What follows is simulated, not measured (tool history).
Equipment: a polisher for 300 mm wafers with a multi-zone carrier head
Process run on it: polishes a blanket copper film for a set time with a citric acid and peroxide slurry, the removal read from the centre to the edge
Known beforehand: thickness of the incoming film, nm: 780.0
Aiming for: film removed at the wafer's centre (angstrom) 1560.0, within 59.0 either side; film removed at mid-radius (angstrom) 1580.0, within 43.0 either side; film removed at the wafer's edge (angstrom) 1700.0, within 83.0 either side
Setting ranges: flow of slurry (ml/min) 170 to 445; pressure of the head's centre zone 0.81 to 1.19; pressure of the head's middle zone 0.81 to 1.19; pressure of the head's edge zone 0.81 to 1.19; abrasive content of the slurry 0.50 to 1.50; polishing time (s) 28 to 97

| run | hour | flow of slurry (ml/min) | pressure of the head's centre zone | pressure of the head's middle zone | pressure of the head's edge zone | abrasive content of the slurry | polishing time (s) | film removed at the wafer's centre (angstrom) | film removed at mid-radius (angstrom) | film removed at the wafer's edge (angstrom) |
|---|---|---|---|---|---|---|---|---|---|---|
| 1 | 0.0 | 285 | 1.00 | 1.00 | 1.00 | 1.00 | 62 | 2061.3 | 2046.0 | 2016.6 |
| 2 | 6.5 | 280 | 0.97 | 0.97 | 0.98 | 0.90 | 62 | 1924.3 | 1978.5 | 2004.6 |
| 3 | 9.3 | 280 | 0.97 | 0.95 | 0.97 | 0.80 | 61 | 1792.2 | 1813.1 | 1938.1 |
| 4 | 10.0 | 280 | 0.97 | 0.91 | 0.97 | 0.80 | 61 | 1798.1 | 1772.4 | 1876.3 |
| 5 | 15.7 | 280 | 0.97 | 0.91 | 0.91 | 0.80 | 61 | 1771.5 | 1758.4 | 1841.7 |
| 6 | 24.2 | 275 | 0.96 | 0.89 | 0.89 | 0.80 | 61 | 1770.2 | 1716.9 | 1775.9 |
|  | 31.9 | slurry nozzle cleaned |
| 7 | 31.9 | 270 | 0.94 | 0.88 | 0.89 | 0.80 | 61 | 1842.2 | 1764.1 | 1870.2 |
| 8 | 33.7 | 275 | 0.95 | 0.89 | 0.90 | 0.75 | 61 | 1816.6 | 1755.4 | 1804.2 |
| 9 | 42.1 | 275 | 0.93 | 0.89 | 0.92 | 0.75 | 59 | 1743.2 | 1713.3 | 1807.6 |
| 10 | 43.9 | 275 | 0.93 | 0.89 | 0.92 | 0.75 | 59 | 1705.7 | 1734.3 | 1832.2 |
| 11 | 51.1 | 275 | 0.93 | 0.89 | 0.92 | 0.70 | 59 | 1700.4 | 1664.4 | 1820.8 |
| 12 | 58.2 | 275 | 0.92 | 0.90 | 0.90 | 0.65 | 58 | 1621.3 | 1618.5 | 1704.7 |
| 13 | 66.7 | 275 | 0.91 | 0.90 | 0.90 | 0.65 | 58 | 1596.4 | 1644.3 | 1730.4 |
| 14 | 72.8 | 275 | 0.91 | 0.90 | 0.90 | 0.65 | 58 | 1619.3 | 1634.2 | 1741.5 |

Which of these 5 next moves meets every target?
| A | 78.9 | 325 | 0.90 | 0.84 | 0.90 | 0.75 | 61 | ? | ? | ? |
| B | 78.9 | 310 | 0.91 | 0.90 | 0.98 | 0.60 | 56 | ? | ? | ? |
| C | 78.9 | 205 | 1.01 | 0.89 | 0.88 | 0.55 | 61 | ? | ? | ? |
| D | 78.9 | 305 | 0.96 | 0.81 | 0.99 | 0.60 | 60 | ? | ? | ? |
| E | 78.9 | 240 | 0.85 | 0.81 | 1.05 | 0.50 | 65 | ? | ? | ? |

| move | film removed at the wafer's centre (angstrom) | film removed at mid-radius (angstrom) | film removed at the wafer's edge (angstrom) |
|---|---|---|---|
| A | 1779.9 | 1723.8 | 1880.5 |
| B | 1559.7 | 1582.5 | 1698.0 |
| C | 1726.6 | 1584.4 | 1655.1 |
| D | 1751.7 | 1551.8 | 1828.1 |
| E | 1574.1 | 1566.0 | 1911.0 |
A: moves away from the targets compared with the last run
B: all results in spec
C: brings the result that was furthest off to its target, and leaves another outside
D: brings the result that was furthest off to its target, and leaves another outside
E: brings the result that was furthest off to its target, and leaves another outside
The right move is B.
